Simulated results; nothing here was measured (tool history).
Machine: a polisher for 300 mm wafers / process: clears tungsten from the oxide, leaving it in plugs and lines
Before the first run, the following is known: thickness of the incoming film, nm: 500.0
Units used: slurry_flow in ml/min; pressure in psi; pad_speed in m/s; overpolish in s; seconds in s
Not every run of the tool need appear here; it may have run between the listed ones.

run,hour,slurry_flow,pressure,pad_speed,slurry_solids,overpolish,seconds
1,0.0,200,4.6,0.92,1.0,7,112.40
2,5.2,200,4.0,0.88,1.0,7,133.52
3,9.4,200,3.2,0.88,1.0,7,163.09
4,15.9,230,3.2,0.88,1.0,7,163.41
5,19.8,230,3.2,0.78,1.0,7,168.01
6,28.6,280,3.2,0.78,1.0,7,167.36
7,34.4,280,2.9,0.76,1.0,7,194.32
8,38.2,280,2.8,0.76,1.0,7,194.76
9,42.5,280,2.7,0.76,1.0,7,196.27

Estimate the outcome of run 10 from the log above:
10,49.0,280,2.6,0.76,1.0,7,?

Run 10 gave seconds 202.64 s.
